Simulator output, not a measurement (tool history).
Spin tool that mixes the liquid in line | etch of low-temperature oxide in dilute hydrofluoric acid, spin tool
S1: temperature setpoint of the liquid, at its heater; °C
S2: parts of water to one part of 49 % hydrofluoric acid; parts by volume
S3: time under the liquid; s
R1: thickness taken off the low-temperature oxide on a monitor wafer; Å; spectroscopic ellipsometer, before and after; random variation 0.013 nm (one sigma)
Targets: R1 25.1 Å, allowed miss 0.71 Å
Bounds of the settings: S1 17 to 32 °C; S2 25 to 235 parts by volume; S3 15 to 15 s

run,hour,S1,S2,S3,R1
1,0,24,130,15,33.533
2,8.6,24,150,15,28.384
3,10.8,22.5,150,15,27.034
4,17.6,25,150,15,29.699
5,18.6,23.5,150,15,28.186
6,19.5,23.5,150,15,27.978
7,26.8,22.5,150,15,26.785
8,30.8,22,150,15,26.369

Which of these 4 next moves meets every target?
A,34.8,22.5,165,15,?
B,34.8,20,145,15,?
C,34.8,22.5,150,15,?
D,34.8,23,150,15,?

move,R1
A,24.22
B,25.528
C,27.083
D,27.612
A: takes the result that was furthest off past its target
B: meets every target
C: further off than the last run
D: further off than the last run
The right move is B.
